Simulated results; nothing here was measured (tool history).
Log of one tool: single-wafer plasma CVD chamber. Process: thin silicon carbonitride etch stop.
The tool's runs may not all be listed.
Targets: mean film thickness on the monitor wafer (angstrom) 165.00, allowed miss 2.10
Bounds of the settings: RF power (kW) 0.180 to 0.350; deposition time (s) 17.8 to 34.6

| run | hour | RF power (kW) | deposition time (s) | mean film thickness on the monitor wafer (angstrom) |
|---|---|---|---|---|
| 1 | 0.0 | 0.265 | 26.2 | 177.89 |
| 2 | 0.6 | 0.285 | 26.2 | 182.45 |
| 3 | 8.7 | 0.250 | 26.2 | 172.58 |
| 4 | 14.6 | 0.240 | 26.2 | 171.43 |
| 5 | 23.1 | 0.240 | 23.4 | 152.49 |
| 6 | 28.5 | 0.255 | 23.5 | 155.87 |
| 7 | 35.1 | 0.265 | 23.6 | 158.69 |
| 8 | 40.0 | 0.275 | 23.6 | 161.09 |
| 9 | 42.0 | 0.280 | 23.6 | 161.81 |

Which of these 4 next moves meets every target?
| A | 44.0 | 0.290 | 24.7 | ? |
| B | 44.0 | 0.275 | 25.0 | ? |
| C | 44.0 | 0.265 | 24.5 | ? |
| D | 44.0 | 0.330 | 23.4 | ? |

| move | mean film thickness on the monitor wafer (angstrom) |
|---|---|
| A | 171.36 |
| B | 170.16 |
| C | 164.53 |
| D | 169.94 |
A: takes the result that was furthest off past its target
B: takes the result that was furthest off past its target
C: meets every target
D: takes the result that was furthest off past its target
Answer: C
